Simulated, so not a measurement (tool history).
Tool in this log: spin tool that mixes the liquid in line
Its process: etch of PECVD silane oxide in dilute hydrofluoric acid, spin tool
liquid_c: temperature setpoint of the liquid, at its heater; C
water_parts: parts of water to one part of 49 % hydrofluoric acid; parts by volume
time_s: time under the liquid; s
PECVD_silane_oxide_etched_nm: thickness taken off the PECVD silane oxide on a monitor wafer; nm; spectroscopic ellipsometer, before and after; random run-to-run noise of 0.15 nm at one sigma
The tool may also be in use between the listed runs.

run,day,liquid_c,water_parts,time_s,PECVD_silane_oxide_etched_nm
1,0,21,170,190,17.268
2,0.267,23.5,135,190,24.884
3,0.633,25.5,115,190,32.378
4,0.85,25.5,155,190,22.952
5,1.012,28.5,155,190,25.634
6,1.1,28.5,130,190,31.514
7,1.138,28.5,130,190,31.302
8,1.338,29,70,190,64.421
9,1.458,29,70,190,64.422
10,1.771,26.5,70,190,59.055

The next listed run, before its measurement:
11,2.088,24,70,190,?

Logged for run 11: PECVD_silane_oxide_etched_nm 53.103 nm.
